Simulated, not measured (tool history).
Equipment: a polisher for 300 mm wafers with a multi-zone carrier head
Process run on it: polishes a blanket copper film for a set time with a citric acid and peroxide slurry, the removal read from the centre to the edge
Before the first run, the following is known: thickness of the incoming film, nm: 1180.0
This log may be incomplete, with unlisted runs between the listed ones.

run,hour,flow of slurry (ml/min),pressure of the head's centre zone,pressure of the head's middle zone,pressure of the head's edge zone,abrasive content of the slurry,polishing time (s),film removed at the wafer's centre (nm),film removed at mid-radius (nm),film removed at the wafer's edge (nm)
1,0.0,245,1.00,1.00,1.00,1.00,51,133.000,134.700,134.560
2,7.1,245,1.00,1.00,1.00,1.10,51,137.360,137.630,136.370
3,12.4,245,1.00,0.96,1.00,1.10,51,134.370,133.630,135.420
4,18.6,240,1.00,0.92,0.95,0.90,42,106.840,101.040,105.820
5,22.4,235,0.98,0.91,0.91,0.75,37,88.170,86.532,85.396
6,23.8,235,0.92,0.91,0.91,0.75,37,85.502,85.197,87.329
7,24.5,225,0.90,0.88,0.88,0.65,35,75.632,78.254,79.437
8,30.0,205,0.95,0.81,0.86,0.50,30,62.913,57.396,62.578

The next listed run, before its measurement:
9,36.0,230,0.94,0.82,0.87,0.50,30,?,?,?

film removed at the wafer's centre (nm): 65.370
film removed at mid-radius (nm): 60.253
film removed at the wafer's edge (nm): 65.082
